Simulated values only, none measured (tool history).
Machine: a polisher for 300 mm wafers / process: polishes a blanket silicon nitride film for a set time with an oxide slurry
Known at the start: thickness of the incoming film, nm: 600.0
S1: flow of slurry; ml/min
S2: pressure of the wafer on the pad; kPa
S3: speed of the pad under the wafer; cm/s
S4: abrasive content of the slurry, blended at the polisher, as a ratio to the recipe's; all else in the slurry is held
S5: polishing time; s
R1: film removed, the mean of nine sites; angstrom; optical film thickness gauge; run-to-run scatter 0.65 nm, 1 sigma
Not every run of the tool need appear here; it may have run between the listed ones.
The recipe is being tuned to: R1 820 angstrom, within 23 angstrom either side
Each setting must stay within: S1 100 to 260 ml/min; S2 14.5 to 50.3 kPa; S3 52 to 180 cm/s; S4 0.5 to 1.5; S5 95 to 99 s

| run | hour | S1 | S2 | S3 | S4 | S5 | R1 |
|---|---|---|---|---|---|---|---|
| 1 | 0 | 165 | 32.4 | 116 | 1 | 95 | 890.74 |
| 2 | 1.8 | 160 | 32.4 | 116 | 1 | 95 | 881.94 |
| 3 | 10.7 | 155 | 32.4 | 116 | 1 | 95 | 865.15 |
| 4 | 13.9 | 155 | 32.4 | 116 | 1 | 99 | 922.51 |
| 5 | 22.7 | 155 | 32.4 | 116 | 1 | 95 | 881.81 |
| 6 | 29.4 | 155 | 32.4 | 116 | 1.15 | 95 | 950.29 |
| 7 | 36.6 | 150 | 31.7 | 116 | 1.15 | 95 | 909.71 |
| 8 | 43.2 | 145 | 31.7 | 116 | 1.15 | 95 | 930.78 |
| 9 | 47.4 | 145 | 31 | 116 | 1.15 | 95 | 905.23 |
| 10 | 54.2 | 145 | 30.3 | 116 | 1.15 | 95 | 870.44 |
| 11 | 58.7 | 135 | 29.6 | 116 | 1.15 | 95 | 856.97 |

Which one of the following 5 next-run settings gets every result inside its allowed miss? There is exactly one.
| A | 63.2 | 140 | 24.1 | 126 | 1.15 | 95 | ? |
| B | 63.2 | 125 | 29 | 110 | 1.25 | 98 | ? |
| C | 63.2 | 110 | 31 | 114 | 1.15 | 99 | ? |
| D | 63.2 | 150 | 29 | 106 | 1.2 | 95 | ? |
| E | 63.2 | 140 | 26.9 | 120 | 1.3 | 95 | ? |

| move | R1 |
|---|---|
| A | 777.72 |
| B | 870.14 |
| C | 892.28 |
| D | 833.13 |
| E | 874.48 |
A: pushes the last run's worst result past its target
B: further off than the last run
C: further off than the last run
D: hits every target within its allowed miss
E: further off than the last run
Go with D: it meets all targets.
